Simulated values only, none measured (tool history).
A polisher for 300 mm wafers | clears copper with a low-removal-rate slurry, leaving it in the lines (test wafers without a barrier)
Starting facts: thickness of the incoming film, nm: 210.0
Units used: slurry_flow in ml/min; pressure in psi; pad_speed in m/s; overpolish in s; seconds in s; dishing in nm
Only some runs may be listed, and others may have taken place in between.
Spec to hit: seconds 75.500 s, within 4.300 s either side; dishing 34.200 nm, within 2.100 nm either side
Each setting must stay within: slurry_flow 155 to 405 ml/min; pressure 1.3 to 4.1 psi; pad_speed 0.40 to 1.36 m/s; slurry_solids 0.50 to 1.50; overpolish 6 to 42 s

run 1 hour=0.0 | slurry_flow=260 pressure=2.7 pad_speed=0.88 slurry_solids=1.00 overpolish=21 | seconds=93.268 dishing=29.751
run 2 hour=2.5 | slurry_flow=285 pressure=2.7 pad_speed=0.88 slurry_solids=1.00 overpolish=21 | seconds=96.162 dishing=29.940
run 3 hour=3.7 | slurry_flow=285 pressure=2.7 pad_speed=0.72 slurry_solids=1.00 overpolish=21 | seconds=112.180 dishing=25.884
run 4 hour=5.7 | slurry_flow=285 pressure=2.8 pad_speed=0.72 slurry_solids=1.00 overpolish=21 | seconds=111.540 dishing=25.774
run 5 hour=11.2 | slurry_flow=285 pressure=2.9 pad_speed=0.72 slurry_solids=1.00 overpolish=21 | seconds=108.360 dishing=27.220
run 6 hour=14.9 | slurry_flow=285 pressure=3.0 pad_speed=0.72 slurry_solids=1.00 overpolish=20 | seconds=103.830 dishing=26.757
run 7 hour=21.4 | slurry_flow=285 pressure=3.1 pad_speed=0.72 slurry_solids=1.00 overpolish=20 | seconds=103.130 dishing=27.586
run 8 hour=27.8 | slurry_flow=285 pressure=3.2 pad_speed=0.72 slurry_solids=1.00 overpolish=20 | seconds=101.800 dishing=27.989
run 9 hour=36.4 | slurry_flow=285 pressure=3.3 pad_speed=0.74 slurry_solids=1.00 overpolish=20 | seconds=94.631 dishing=28.550
run 10 hour=43.5 | slurry_flow=285 pressure=3.4 pad_speed=0.74 slurry_solids=1.00 overpolish=20 | seconds=93.196 dishing=28.377
run 11 hour=50.9 | slurry_flow=285 pressure=3.5 pad_speed=0.74 slurry_solids=1.00 overpolish=20 | seconds=90.163 dishing=29.099
run 12 hour=57.4 | slurry_flow=285 pressure=3.5 pad_speed=0.74 slurry_solids=1.00 overpolish=20 | seconds=91.573 dishing=29.914
run 13 hour=58.1 | slurry_flow=285 pressure=3.6 pad_speed=0.74 slurry_solids=1.00 overpolish=20 | seconds=88.727 dishing=30.300
run 14 hour=65.2 | slurry_flow=285 pressure=3.7 pad_speed=0.74 slurry_solids=1.00 overpolish=20 | seconds=88.762 dishing=31.226
run 15 hour=67.6 | slurry_flow=285 pressure=3.9 pad_speed=0.78 slurry_solids=1.00 overpolish=19 | seconds=79.665 dishing=32.440

Which of these 5 next moves meets every target?
run A hour=70.0 | slurry_flow=260 pressure=4.0 pad_speed=0.68 slurry_solids=1.05 overpolish=23 | seconds=? dishing=?
run B hour=70.0 | slurry_flow=245 pressure=3.9 pad_speed=0.74 slurry_solids=0.95 overpolish=23 | seconds=? dishing=?
run C hour=70.0 | slurry_flow=280 pressure=4.0 pad_speed=0.74 slurry_solids=0.90 overpolish=19 | seconds=? dishing=?
run D hour=70.0 | slurry_flow=265 pressure=4.1 pad_speed=0.80 slurry_solids=0.95 overpolish=20 | seconds=? dishing=?
run E hour=70.0 | slurry_flow=290 pressure=4.0 pad_speed=0.64 slurry_solids=1.10 overpolish=25 | seconds=? dishing=?

move=A seconds=90.320 dishing=34.156
move=B seconds=87.973 dishing=34.778
move=C seconds=86.689 dishing=30.527
move=D seconds=77.858 dishing=34.411
move=E seconds=93.639 dishing=35.348
A: the biggest miss grows against the last run
B: the biggest miss grows against the last run
C: the biggest miss grows against the last run
D: all results in spec
E: the biggest miss grows against the last run
Go with D: it meets all targets.
